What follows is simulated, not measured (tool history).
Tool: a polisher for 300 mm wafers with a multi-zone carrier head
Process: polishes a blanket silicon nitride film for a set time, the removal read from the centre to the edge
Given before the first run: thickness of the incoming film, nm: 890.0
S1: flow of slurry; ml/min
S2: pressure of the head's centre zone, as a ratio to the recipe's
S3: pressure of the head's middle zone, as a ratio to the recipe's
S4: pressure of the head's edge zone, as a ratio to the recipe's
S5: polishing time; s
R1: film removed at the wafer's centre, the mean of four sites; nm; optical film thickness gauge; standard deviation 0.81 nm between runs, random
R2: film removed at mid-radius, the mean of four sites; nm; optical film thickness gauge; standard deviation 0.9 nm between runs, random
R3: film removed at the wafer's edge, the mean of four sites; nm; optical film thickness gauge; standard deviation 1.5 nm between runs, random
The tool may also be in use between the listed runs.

run    day   S1    S2    S3    S4  S5      R1      R2      R3
  1  0.000  225  1.00  1.00  1.00  39  108.40  112.04  113.43
  2  0.304  225  1.00  1.00  0.95  39  109.98  113.54  107.84
  3  0.621  220  0.99  0.99  0.95  39  108.09  111.48  111.20
  4  0.762  220  0.98  0.99  0.94  39  106.94  110.18  109.18
  5  1.050  250  0.98  0.99  0.94  39  109.40  112.32  112.91
  6  1.204  220  0.98  0.99  0.94  39  108.51  111.99  108.06

Run 7 is up next; what results do you expect?
  7  1.304  215  0.96  0.98  0.94  39   ?   ?   ?

Run 7 gave R1 103.20 nm, R2 108.58 nm, R3 107.06 nm.
